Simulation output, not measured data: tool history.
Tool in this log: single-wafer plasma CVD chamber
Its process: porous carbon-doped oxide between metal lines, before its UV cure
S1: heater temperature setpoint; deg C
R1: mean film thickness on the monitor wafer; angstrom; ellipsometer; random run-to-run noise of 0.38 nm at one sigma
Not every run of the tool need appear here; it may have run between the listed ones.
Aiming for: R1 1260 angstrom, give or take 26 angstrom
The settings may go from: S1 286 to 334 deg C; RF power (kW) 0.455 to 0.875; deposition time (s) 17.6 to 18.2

{"run": 1, "day": 0.0, "S1": 310, "RF power (kW)": 0.665, "deposition time (s)": 17.6, "R1": 1117.8}
{"run": 2, "day": 0.233, "S1": 320, "RF power (kW)": 0.665, "deposition time (s)": 17.6, "R1": 1066.5}
{"run": 3, "day": 0.425, "S1": 320, "RF power (kW)": 0.75, "deposition time (s)": 17.6, "R1": 1178.7}
{"run": 4, "day": 0.471, "S1": 318, "RF power (kW)": 0.755, "deposition time (s)": 17.6, "R1": 1207.8}
{"run": 5, "day": 0.508, "S1": 317, "RF power (kW)": 0.755, "deposition time (s)": 17.6, "R1": 1207.7}
{"run": 6, "day": 0.729, "S1": 316, "RF power (kW)": 0.755, "deposition time (s)": 17.6, "R1": 1215.6}
{"run": 7, "day": 0.925, "S1": 315, "RF power (kW)": 0.755, "deposition time (s)": 17.6, "R1": 1214.7}
{"run": 8, "day": 1.212, "S1": 314, "RF power (kW)": 0.755, "deposition time (s)": 17.6, "R1": 1225.4}
{"run": 9, "day": 1.354, "S1": 313, "RF power (kW)": 0.755, "deposition time (s)": 17.6, "R1": 1225.2}
{"run": 10, "day": 1.7, "S1": 312, "RF power (kW)": 0.755, "deposition time (s)": 17.6, "R1": 1229}

Exercise: of the 5 proposed moves below, exactly one satisfies all targets within the stated allowed misses. Which move is it?
{"run": "A", "day": 2.046, "S1": 309, "RF power (kW)": 0.68, "deposition time (s)": 17.9, "R1": "?"}
{"run": "B", "day": 2.046, "S1": 322, "RF power (kW)": 0.77, "deposition time (s)": 17.6, "R1": "?"}
{"run": "C", "day": 2.046, "S1": 316, "RF power (kW)": 0.725, "deposition time (s)": 17.7, "R1": "?"}
{"run": "D", "day": 2.046, "S1": 292, "RF power (kW)": 0.66, "deposition time (s)": 18.2, "R1": "?"}
{"run": "E", "day": 2.046, "S1": 307, "RF power (kW)": 0.69, "deposition time (s)": 17.8, "R1": "?"}

move=A R1=1157.8
move=B R1=1192.5
move=C R1=1171.3
move=D R1=1247.3
move=E R1=1177.5
A: its largest miss is bigger than the last run's
B: its largest miss is bigger than the last run's
C: its largest miss is bigger than the last run's
D: in spec on every target
E: its largest miss is bigger than the last run's
Answer: D

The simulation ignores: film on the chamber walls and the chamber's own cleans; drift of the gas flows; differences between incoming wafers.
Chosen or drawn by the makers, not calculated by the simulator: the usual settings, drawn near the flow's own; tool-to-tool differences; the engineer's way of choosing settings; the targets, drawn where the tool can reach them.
